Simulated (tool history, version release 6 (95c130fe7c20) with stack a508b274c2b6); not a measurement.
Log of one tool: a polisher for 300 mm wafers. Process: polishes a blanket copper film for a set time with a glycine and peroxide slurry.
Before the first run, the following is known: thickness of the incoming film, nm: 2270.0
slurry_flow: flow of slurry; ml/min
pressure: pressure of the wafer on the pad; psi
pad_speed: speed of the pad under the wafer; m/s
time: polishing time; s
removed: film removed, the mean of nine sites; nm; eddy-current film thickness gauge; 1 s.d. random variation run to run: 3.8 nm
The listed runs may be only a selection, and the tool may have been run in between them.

run,hour,slurry_flow,pressure,pad_speed,time,removed
1,0.0,310,2.7,1.00,49,260.02
2,0.8,310,2.9,1.02,49,284.12
3,3.0,310,2.9,1.02,52,296.14
4,4.1,310,2.9,0.76,52,235.73
5,7.2,310,2.6,0.76,52,218.77
6,14.5,310,2.2,0.76,52,193.35
7,22.7,310,2.4,0.80,52,212.49
8,24.6,310,2.6,0.82,52,229.82

The next listed run, before its measurement:
9,31.7,325,3.3,1.08,52,?

Logged for run 9: removed 350.15 nm.
